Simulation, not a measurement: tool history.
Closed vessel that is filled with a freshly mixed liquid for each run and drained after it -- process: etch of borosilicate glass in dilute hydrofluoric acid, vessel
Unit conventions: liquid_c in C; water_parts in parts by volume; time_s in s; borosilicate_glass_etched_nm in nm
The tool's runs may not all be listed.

run 1 day=0.000 | liquid_c=23.0 water_parts=90 time_s=170 | borosilicate_glass_etched_nm=80.642
run 2 day=0.042 | liquid_c=24.0 water_parts=85 time_s=170 | borosilicate_glass_etched_nm=91.310
run 3 day=0.350 | liquid_c=24.0 water_parts=105 time_s=170 | borosilicate_glass_etched_nm=72.194
run 4 day=0.692 | liquid_c=22.5 water_parts=105 time_s=170 | borosilicate_glass_etched_nm=68.124
-- day=0.912 hydrofluoric acid flow meter replaced
run 5 day=0.912 | liquid_c=23.5 water_parts=95 time_s=170 | borosilicate_glass_etched_nm=70.073
run 6 day=0.983 | liquid_c=24.5 water_parts=85 time_s=170 | borosilicate_glass_etched_nm=82.526
run 7 day=1.162 | liquid_c=28.5 water_parts=50 time_s=170 | borosilicate_glass_etched_nm=171.700
run 8 day=1.512 | liquid_c=28.5 water_parts=50 time_s=170 | borosilicate_glass_etched_nm=173.870
run 9 day=1.688 | liquid_c=31.0 water_parts=35 time_s=170 | borosilicate_glass_etched_nm=279.920
run 10 day=1.983 | liquid_c=30.5 water_parts=35 time_s=170 | borosilicate_glass_etched_nm=277.630

Run 11, settings as shown, results not yet in. Your forecast:
run 11 day=2.112 | liquid_c=30.0 water_parts=35 time_s=170 | borosilicate_glass_etched_nm=?

borosilicate_glass_etched_nm: 262.690 nm
